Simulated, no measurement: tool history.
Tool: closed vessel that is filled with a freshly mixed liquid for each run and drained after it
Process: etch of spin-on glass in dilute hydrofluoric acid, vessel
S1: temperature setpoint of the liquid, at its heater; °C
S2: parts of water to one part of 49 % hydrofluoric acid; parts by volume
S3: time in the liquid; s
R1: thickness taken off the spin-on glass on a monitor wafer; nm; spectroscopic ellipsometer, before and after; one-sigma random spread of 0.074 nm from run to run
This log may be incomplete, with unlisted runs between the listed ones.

run	hour	S1	S2	S3	R1
1	0	21	250	35	6.1583
2	7.6	23.5	210	35	8.3514
3	9.8	23.5	210	30	7.0905
4	15.5	23.5	165	30	9.5649
5	19.9	23.5	235	30	6.2204
6	22	23.5	235	30	6.2028

Run 7, settings as shown, results not yet in. Your forecast:
7	26.1	24.5	190	30	?

{"run 7": {"R1": 8.4503}}
